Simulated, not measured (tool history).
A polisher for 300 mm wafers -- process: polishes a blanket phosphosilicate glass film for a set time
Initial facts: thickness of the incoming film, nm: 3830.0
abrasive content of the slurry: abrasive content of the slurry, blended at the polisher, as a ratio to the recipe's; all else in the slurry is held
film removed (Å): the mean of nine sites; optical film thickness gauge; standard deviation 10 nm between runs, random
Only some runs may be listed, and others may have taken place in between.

run,hour,flow of slurry (ml/min),pressure of the wafer on the pad (psi),speed of the pad under the wafer (cm/s),abrasive content of the slurry,polishing time (s),film removed (Å)
1,0.0,150,3.8,90,1.00,117,13070
2,5.7,145,3.7,90,1.00,117,13027
3,9.2,145,3.6,90,1.00,117,12672
4,16.7,145,3.6,90,1.00,117,12544
5,25.4,145,3.6,90,1.15,117,13645
6,34.3,145,3.6,90,1.35,117,14634
7,42.9,145,3.4,90,1.35,117,13965
8,50.1,145,3.2,90,1.35,117,13625

The next listed run, before its measurement:
9,54.3,130,2.3,88,1.35,117,?

Run 9 yielded film removed (Å) 10527.
